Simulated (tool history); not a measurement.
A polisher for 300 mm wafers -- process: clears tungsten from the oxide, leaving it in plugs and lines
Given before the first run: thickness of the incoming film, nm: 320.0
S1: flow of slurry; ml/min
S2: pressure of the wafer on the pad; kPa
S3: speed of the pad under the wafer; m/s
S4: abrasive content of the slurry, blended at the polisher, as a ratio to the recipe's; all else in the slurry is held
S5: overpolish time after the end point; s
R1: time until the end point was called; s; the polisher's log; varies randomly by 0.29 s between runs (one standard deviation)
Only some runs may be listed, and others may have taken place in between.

run	hour	S1	S2	S3	S4	S5	R1
1	0	200	31.7	1.38	1	6	36.153
2	8.5	200	31.7	1.38	0.9	6	37.48
3	12.3	235	31.7	1.38	0.9	6	36.456
4	12.9	235	32.4	1.38	0.9	6	35.818
5	16.6	235	32.4	1.38	1.1	6	33.252
6	22.7	200	32.4	1.38	1.1	6	34.27
7	27.5	200	33.1	1.38	1.1	6	34.247
8	36	205	33.8	1.38	1.1	6	33.875
9	40.7	210	34.5	1.38	1.1	6	33.366

Predict the results of run 10:
10	49.5	210	35.2	1.38	1.1	6	?

{"run 10": {"R1": 32.702}}
